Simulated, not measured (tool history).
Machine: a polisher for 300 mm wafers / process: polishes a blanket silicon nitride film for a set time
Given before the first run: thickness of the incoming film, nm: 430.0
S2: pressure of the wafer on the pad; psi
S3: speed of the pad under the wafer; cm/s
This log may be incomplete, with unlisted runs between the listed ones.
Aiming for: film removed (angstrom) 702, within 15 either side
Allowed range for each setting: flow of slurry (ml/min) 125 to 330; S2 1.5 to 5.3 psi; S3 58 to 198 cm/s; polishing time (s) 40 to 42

run 1 hour=0 | flow_of_slurry_(ml/min)=210 S2=3.4 S3=128 polishing_time_(s)=40 | film_removed_(angstrom)=896.78
run 2 hour=3.2 | flow_of_slurry_(ml/min)=200 S2=3.1 S3=128 polishing_time_(s)=40 | film_removed_(angstrom)=811.17
run 3 hour=7.3 | flow_of_slurry_(ml/min)=190 S2=3 S3=128 polishing_time_(s)=40 | film_removed_(angstrom)=774.82
run 4 hour=9.9 | flow_of_slurry_(ml/min)=190 S2=3 S3=150 polishing_time_(s)=40 | film_removed_(angstrom)=849.17
run 5 hour=14.5 | flow_of_slurry_(ml/min)=190 S2=3 S3=176 polishing_time_(s)=40 | film_removed_(angstrom)=917.22
run 6 hour=15.3 | flow_of_slurry_(ml/min)=190 S2=3 S3=176 polishing_time_(s)=40 | film_removed_(angstrom)=921.32
run 7 hour=20.3 | flow_of_slurry_(ml/min)=180 S2=2.7 S3=176 polishing_time_(s)=40 | film_removed_(angstrom)=838.76
run 8 hour=24 | flow_of_slurry_(ml/min)=170 S2=2.5 S3=176 polishing_time_(s)=40 | film_removed_(angstrom)=771.77
run 9 hour=26.4 | flow_of_slurry_(ml/min)=160 S2=2.4 S3=176 polishing_time_(s)=40 | film_removed_(angstrom)=732.06
run 10 hour=31.4 | flow_of_slurry_(ml/min)=150 S2=2.4 S3=176 polishing_time_(s)=40 | film_removed_(angstrom)=732.27

Which one of the following 5 next-run settings gets every result inside its allowed miss? There is exactly one.
run A hour=36.4 | flow_of_slurry_(ml/min)=150 S2=2.6 S3=160 polishing_time_(s)=40 | film_removed_(angstrom)=?
run B hour=36.4 | flow_of_slurry_(ml/min)=160 S2=2.7 S3=168 polishing_time_(s)=40 | film_removed_(angstrom)=?
run C hour=36.4 | flow_of_slurry_(ml/min)=150 S2=2.8 S3=132 polishing_time_(s)=42 | film_removed_(angstrom)=?
run D hour=36.4 | flow_of_slurry_(ml/min)=185 S2=2.7 S3=136 polishing_time_(s)=42 | film_removed_(angstrom)=?
run E hour=36.4 | flow_of_slurry_(ml/min)=170 S2=2.2 S3=182 polishing_time_(s)=40 | film_removed_(angstrom)=?

move=A film_removed_(angstrom)=745.02
move=B film_removed_(angstrom)=800.15
move=C film_removed_(angstrom)=755.37
move=D film_removed_(angstrom)=764.57
move=E film_removed_(angstrom)=701.28
A: misses by more than the last run did
B: misses by more than the last run did
C: misses by more than the last run did
D: misses by more than the last run did
E: every result lands within tolerance
E is the move that brings every result within its allowed miss.
